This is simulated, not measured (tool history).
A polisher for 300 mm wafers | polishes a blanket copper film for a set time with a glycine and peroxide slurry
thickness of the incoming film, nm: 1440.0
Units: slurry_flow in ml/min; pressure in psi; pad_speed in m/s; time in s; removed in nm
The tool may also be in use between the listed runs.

run  hour  slurry_flow  pressure  pad_speed  time  removed
  1   0.0          250       3.3       1.20    94   562.48
  2   8.2          250       3.3       1.04    94   495.58
  3   9.8          250       3.6       1.04    94   523.76
  4  16.0          250       3.0       1.04    94   475.79
  5  21.2          250       3.4       1.06    94   518.92
  6  29.2          250       3.4       0.96    94   480.29
  7  33.8          260       4.4       1.00    94   576.68
  8  38.0          260       4.5       1.04    94   619.73
  9  45.7          260       4.6       1.06    94   626.68
 10  48.3          260       4.7       1.08    94   652.21
 11  52.5          260       4.8       1.10    94   667.22
 12  54.5          260       4.9       1.12    94   686.84

Run 13 comes next. What will it give?
 13  57.6          260       5.0       1.14    94        ?

{"run 13": {"removed": 704.16}}
